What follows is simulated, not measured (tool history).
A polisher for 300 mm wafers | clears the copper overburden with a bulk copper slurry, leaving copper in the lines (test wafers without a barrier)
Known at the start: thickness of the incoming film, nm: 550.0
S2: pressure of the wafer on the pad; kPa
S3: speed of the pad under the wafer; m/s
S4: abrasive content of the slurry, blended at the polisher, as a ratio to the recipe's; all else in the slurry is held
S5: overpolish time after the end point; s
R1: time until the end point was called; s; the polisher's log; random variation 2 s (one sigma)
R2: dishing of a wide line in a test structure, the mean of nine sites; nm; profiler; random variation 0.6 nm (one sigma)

{"run": 1, "day": 0.0, "flow of slurry (ml/min)": 165, "S2": 14.5, "S3": 0.86, "S4": 1.0, "S5": 23, "R1": 109.0, "R2": 65.317}
{"run": 2, "day": 0.067, "flow of slurry (ml/min)": 165, "S2": 14.5, "S3": 0.86, "S4": 0.9, "S5": 23, "R1": 113.53, "R2": 62.931}
{"run": 3, "day": 0.179, "flow of slurry (ml/min)": 160, "S2": 13.1, "S3": 0.86, "S4": 0.9, "S5": 25, "R1": 124.04, "R2": 60.624}
{"run": 4, "day": 0.542, "flow of slurry (ml/min)": 160, "S2": 13.1, "S3": 0.86, "S4": 0.9, "S5": 32, "R1": 123.07, "R2": 72.274}
{"run": 5, "day": 0.808, "flow of slurry (ml/min)": 155, "S2": 11.7, "S3": 0.86, "S4": 0.9, "S5": 32, "R1": 138.49, "R2": 64.538}
{"run": 6, "day": 0.958, "flow of slurry (ml/min)": 155, "S2": 11.7, "S3": 0.86, "S4": 0.9, "S5": 26, "R1": 137.75, "R2": 58.438}
{"run": 7, "day": 1.3, "flow of slurry (ml/min)": 150, "S2": 11.0, "S3": 0.86, "S4": 0.9, "S5": 27, "R1": 148.47, "R2": 55.604}
{"run": 8, "day": 1.658, "flow of slurry (ml/min)": 145, "S2": 10.3, "S3": 0.86, "S4": 0.9, "S5": 28, "R1": 157.15, "R2": 56.105}
{"run": 9, "day": 1.721, "flow of slurry (ml/min)": 140, "S2": 10.3, "S3": 0.86, "S4": 0.9, "S5": 28, "R1": 159.08, "R2": 54.573}
{"run": 10, "day": 2.033, "flow of slurry (ml/min)": 140, "S2": 10.3, "S3": 0.86, "S4": 0.9, "S5": 28, "R1": 158.27, "R2": 55.676}
{"run": 11, "day": 2.383, "flow of slurry (ml/min)": 125, "S2": 9.0, "S3": 0.84, "S4": 0.9, "S5": 31, "R1": 189.4, "R2": 51.827}

Forecast run 12:
{"run": 12, "day": 2.688, "flow of slurry (ml/min)": 130, "S2": 9.0, "S3": 0.84, "S4": 0.9, "S5": 31, "R1": "?", "R2": "?"}

Run 12 gave R1 188.24 s, R2 51.655 nm.
